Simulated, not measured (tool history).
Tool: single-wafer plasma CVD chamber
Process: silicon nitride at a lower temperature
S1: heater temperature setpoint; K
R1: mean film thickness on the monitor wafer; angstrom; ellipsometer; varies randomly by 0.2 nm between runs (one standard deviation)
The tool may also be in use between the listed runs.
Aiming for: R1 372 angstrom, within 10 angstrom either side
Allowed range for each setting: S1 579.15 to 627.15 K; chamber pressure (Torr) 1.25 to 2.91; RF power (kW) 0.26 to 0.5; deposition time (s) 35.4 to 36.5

run 1 hour=0 | S1=603.15 chamber_pressure_(Torr)=2.08 RF_power_(kW)=0.38 deposition_time_(s)=35.4 | R1=466.22
run 2 hour=8.1 | S1=603.15 chamber_pressure_(Torr)=2.01 RF_power_(kW)=0.37 deposition_time_(s)=35.4 | R1=452.69
run 3 hour=12.6 | S1=603.15 chamber_pressure_(Torr)=1.68 RF_power_(kW)=0.37 deposition_time_(s)=35.4 | R1=428.54
run 4 hour=16.8 | S1=603.15 chamber_pressure_(Torr)=1.64 RF_power_(kW)=0.365 deposition_time_(s)=35.4 | R1=419.36
run 5 hour=23.2 | S1=603.15 chamber_pressure_(Torr)=1.6 RF_power_(kW)=0.36 deposition_time_(s)=35.4 | R1=417.07
run 6 hour=31.7 | S1=603.15 chamber_pressure_(Torr)=1.6 RF_power_(kW)=0.39 deposition_time_(s)=35.4 | R1=431.51
run 7 hour=32.2 | S1=603.15 chamber_pressure_(Torr)=1.56 RF_power_(kW)=0.38 deposition_time_(s)=35.4 | R1=424.04
run 8 hour=36.6 | S1=603.15 chamber_pressure_(Torr)=1.52 RF_power_(kW)=0.375 deposition_time_(s)=35.4 | R1=421.34
run 9 hour=44 | S1=603.15 chamber_pressure_(Torr)=1.49 RF_power_(kW)=0.37 deposition_time_(s)=35.4 | R1=407.15
run 10 hour=51.1 | S1=603.15 chamber_pressure_(Torr)=1.46 RF_power_(kW)=0.365 deposition_time_(s)=35.4 | R1=401.2
run 11 hour=54 | S1=603.15 chamber_pressure_(Torr)=1.44 RF_power_(kW)=0.365 deposition_time_(s)=35.4 | R1=401.63
run 12 hour=54.7 | S1=603.15 chamber_pressure_(Torr)=1.42 RF_power_(kW)=0.36 deposition_time_(s)=35.4 | R1=398.84
run 13 hour=59.6 | S1=603.15 chamber_pressure_(Torr)=1.4 RF_power_(kW)=0.355 deposition_time_(s)=35.4 | R1=394.96
run 14 hour=64.4 | S1=603.15 chamber_pressure_(Torr)=1.38 RF_power_(kW)=0.35 deposition_time_(s)=35.4 | R1=387.76
run 15 hour=66.8 | S1=603.15 chamber_pressure_(Torr)=1.37 RF_power_(kW)=0.35 deposition_time_(s)=35.4 | R1=391.45
run 16 hour=72.3 | S1=603.15 chamber_pressure_(Torr)=1.36 RF_power_(kW)=0.345 deposition_time_(s)=35.4 | R1=386.89

Below are 4 possible settings for the next run. Only one of them brings all results inside the allowed miss of their targets. Which is it?
run A hour=77.8 | S1=603.15 chamber_pressure_(Torr)=1.27 RF_power_(kW)=0.37 deposition_time_(s)=35.4 | R1=?
run B hour=77.8 | S1=607.15 chamber_pressure_(Torr)=1.44 RF_power_(kW)=0.33 deposition_time_(s)=36.5 | R1=?
run C hour=77.8 | S1=614.15 chamber_pressure_(Torr)=1.32 RF_power_(kW)=0.27 deposition_time_(s)=36.5 | R1=?
run D hour=77.8 | S1=592.15 chamber_pressure_(Torr)=1.59 RF_power_(kW)=0.27 deposition_time_(s)=36.5 | R1=?

move=A R1=388.74
move=B R1=394.65
move=C R1=344.91
move=D R1=370.53
A: lands further from the targets than the last run did
B: lands further from the targets than the last run did
C: takes the result that was furthest off past its target
D: all results in spec
Answer: D
